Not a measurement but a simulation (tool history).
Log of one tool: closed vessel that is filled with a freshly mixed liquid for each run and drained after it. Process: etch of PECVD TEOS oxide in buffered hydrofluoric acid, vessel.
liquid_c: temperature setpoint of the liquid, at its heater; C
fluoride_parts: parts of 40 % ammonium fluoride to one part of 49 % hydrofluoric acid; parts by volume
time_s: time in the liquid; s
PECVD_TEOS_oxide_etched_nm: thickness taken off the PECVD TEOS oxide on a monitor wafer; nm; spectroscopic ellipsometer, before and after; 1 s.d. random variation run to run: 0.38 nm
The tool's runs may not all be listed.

Run 1, hour 0: liquid_c 22 C, fluoride_parts 18.5 parts by volume, time_s 90 s. Result: PECVD_TEOS_oxide_etched_nm 111.36 nm.
Run 2, hour 0.9: liquid_c 21 C, fluoride_parts 19 parts by volume, time_s 90 s. Result: PECVD_TEOS_oxide_etched_nm 101.38 nm.
Run 3, hour 2.2: liquid_c 21 C, fluoride_parts 22.5 parts by volume, time_s 90 s. Result: PECVD_TEOS_oxide_etched_nm 88.941 nm.
Run 4, hour 6.7: liquid_c 24.5 C, fluoride_parts 22.5 parts by volume, time_s 90 s. Result: PECVD_TEOS_oxide_etched_nm 108.7 nm.
Run 5, hour 9.2: liquid_c 24.5 C, fluoride_parts 22.5 parts by volume, time_s 90 s. Result: PECVD_TEOS_oxide_etched_nm 108.25 nm.
Run 6, hour 15.4: liquid_c 24.5 C, fluoride_parts 19 parts by volume, time_s 90 s. Result: PECVD_TEOS_oxide_etched_nm 123.9 nm.
Run 7, hour 16.4: liquid_c 22.5 C, fluoride_parts 19.5 parts by volume, time_s 90 s. Result: PECVD_TEOS_oxide_etched_nm 107.99 nm.
Run 8, hour 19.3: liquid_c 21 C, fluoride_parts 19.5 parts by volume, time_s 90 s. Result: PECVD_TEOS_oxide_etched_nm 100.07 nm.

Run 9 has not been measured yet. What should we expect?
Run 9, hour 22.2: liquid_c 20 C, fluoride_parts 20 parts by volume, time_s 90 s. Result: PECVD_TEOS_oxide_etched_nm ?.

PECVD_TEOS_oxide_etched_nm: 91.401 nm

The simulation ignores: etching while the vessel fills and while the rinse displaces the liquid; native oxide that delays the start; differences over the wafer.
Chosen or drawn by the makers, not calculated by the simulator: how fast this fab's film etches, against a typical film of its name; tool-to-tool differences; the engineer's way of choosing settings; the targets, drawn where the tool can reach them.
